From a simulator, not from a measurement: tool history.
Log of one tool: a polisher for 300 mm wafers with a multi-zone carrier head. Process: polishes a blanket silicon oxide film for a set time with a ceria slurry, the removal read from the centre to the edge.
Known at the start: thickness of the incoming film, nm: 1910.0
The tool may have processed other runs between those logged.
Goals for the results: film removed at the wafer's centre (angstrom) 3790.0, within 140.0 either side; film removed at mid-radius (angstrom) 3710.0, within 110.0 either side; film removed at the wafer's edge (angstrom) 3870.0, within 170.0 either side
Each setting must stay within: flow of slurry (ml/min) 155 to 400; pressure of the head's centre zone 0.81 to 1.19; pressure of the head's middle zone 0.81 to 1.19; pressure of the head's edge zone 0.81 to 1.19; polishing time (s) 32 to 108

run  hour  flow of slurry (ml/min)  pressure of the head's centre zone  pressure of the head's middle zone  pressure of the head's edge zone  polishing time (s)  film removed at the wafer's centre (angstrom)  film removed at mid-radius (angstrom)  film removed at the wafer's edge (angstrom)
  1   0.0                      255                                1.00                                1.00                              1.00                  70                                         2688.7                                 2746.7                                       2847.7
  2   8.1                      260                                1.02                                1.01                              1.02                  73                                         2909.1                                 2952.0                                       3033.4
  3  11.9                      265                                1.03                                1.02                              1.05                  75                                         3034.1                                 3002.3                                       3183.4
  4  19.3                      270                                1.04                                1.04                              1.07                  76                                         3182.1                                 3152.1                                       3192.8
  5  23.6                      230                                1.04                                1.04                              1.07                  76                                         3071.0                                 3112.9                                       3214.9
  6  30.4                      175                                1.04                                1.04                              1.07                  76                                         2877.7                                 2954.6                                       3118.7
  7  37.0                      195                                1.04                                1.05                              1.09                  77                                         3026.2                                 3090.4                                       3195.7
  8  40.3                      210                                1.04                                1.05                              1.10                  79                                         3168.4                                 3153.1                                       3290.2
  9  42.7                      215                                1.04                                1.05                              1.11                  81                                         3193.7                                 3299.4                                       3400.4
 10  47.1                      225                                1.05                                1.05                              1.12                  82                                         3238.8                                 3330.4                                       3506.4
 11  54.9                      240                                1.06                                1.05                              1.13                  83                                         3386.7                                 3429.3                                       3537.3
 12  61.7                      240                                1.06                                1.05                              1.13                  83                                         3429.1                                 3404.1                                       3661.3
 13  64.7                      255                                1.06                                1.06                              1.13                  83                                         3469.6                                 3454.0                                       3610.9
 14  71.8                      265                                1.06                                1.06                              1.14                  83                                         3459.2                                 3521.9                                       3578.8

Exactly one of the 5 candidate moves below puts every result within its allowed miss. Which one?
  A  78.9                      230                                1.01                                1.02                              1.15                  86                                              ?                                      ?                                            ?
  B  78.9                      300                                1.01                                1.07                              1.11                  85                                              ?                                      ?                                            ?
  C  78.9                      290                                1.06                                1.09                              1.13                  91                                              ?                                      ?                                            ?
  D  78.9                      285                                1.10                                1.08                              1.17                  86                                              ?                                      ?                                            ?
  E  78.9                      370                                1.19                                1.07                              1.07                  75                                              ?                                      ?                                            ?

move  film removed at the wafer's centre (angstrom)  film removed at mid-radius (angstrom)  film removed at the wafer's edge (angstrom)
   A                                         3334.8                                 3484.1                                       3746.4
   B                                         3417.3                                 3697.8                                       3724.0
   C                                         3826.3                                 4003.5                                       4011.3
   D                                         3745.4                                 3747.1                                       3854.5
   E                                         3633.5                                 3323.7                                       3274.0
A: moves away from the targets compared with the last run
B: moves away from the targets compared with the last run
C: brings the result that was furthest off to its target, and leaves another outside
D: all results in spec
E: moves away from the targets compared with the last run
Correct choice: D, which meets every target
